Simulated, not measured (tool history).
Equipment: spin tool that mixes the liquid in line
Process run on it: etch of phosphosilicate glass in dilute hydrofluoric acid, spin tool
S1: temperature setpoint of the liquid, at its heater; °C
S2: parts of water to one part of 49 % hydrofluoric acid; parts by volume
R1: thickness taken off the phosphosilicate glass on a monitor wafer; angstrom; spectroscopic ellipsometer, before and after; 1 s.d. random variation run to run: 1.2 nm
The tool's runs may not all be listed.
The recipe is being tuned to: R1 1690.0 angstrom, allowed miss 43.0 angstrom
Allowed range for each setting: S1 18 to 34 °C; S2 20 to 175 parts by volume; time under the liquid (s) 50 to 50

Run 1, hour 0.0: S1 26 °C, S2 95 parts by volume, time under the liquid (s) 50. Result: R1 1060.8 angstrom.
Run 2, hour 1.2: S1 27 °C, S2 95 parts by volume, time under the liquid (s) 50. Result: R1 1101.9 angstrom.
Run 3, hour 6.1: S1 28 °C, S2 95 parts by volume, time under the liquid (s) 50. Result: R1 1156.0 angstrom.
Run 4, hour 14.2: S1 28 °C, S2 60 parts by volume, time under the liquid (s) 50. Result: R1 1909.6 angstrom.
Run 5, hour 20.0: S1 28 °C, S2 40 parts by volume, time under the liquid (s) 50. Result: R1 2972.5 angstrom.
Run 6, hour 27.3: S1 28 °C, S2 40 parts by volume, time under the liquid (s) 50. Result: R1 2915.9 angstrom.
Run 7, hour 28.1: S1 27 °C, S2 40 parts by volume, time under the liquid (s) 50. Result: R1 2842.6 angstrom.
Run 8, hour 36.3: S1 26 °C, S2 40 parts by volume, time under the liquid (s) 50. Result: R1 2698.8 angstrom.
Run 9, hour 37.9: S1 25 °C, S2 40 parts by volume, time under the liquid (s) 50. Result: R1 2600.0 angstrom.

Which single option among these 4 for the next run brings every result within its allowed miss of target? Just one does.
Run A, hour 39.5: S1 27 °C, S2 55 parts by volume, time under the liquid (s) 50. Result: R1 ?.
Run B, hour 39.5: S1 26 °C, S2 25 parts by volume, time under the liquid (s) 50. Result: R1 ?.
Run C, hour 39.5: S1 23 °C, S2 65 parts by volume, time under the liquid (s) 50. Result: R1 ?.
Run D, hour 39.5: S1 25 °C, S2 60 parts by volume, time under the liquid (s) 50. Result: R1 ?.

move      R1
   A  2025.2
   B  4464.7
   C  1437.9
   D  1701.1
A: moves toward the targets from the last run without getting all of them in spec
B: lands further from the targets than the last run did
C: pushes the last run's worst result past its target
D: each result inside its tolerance
D is the move that brings every result within its allowed miss.
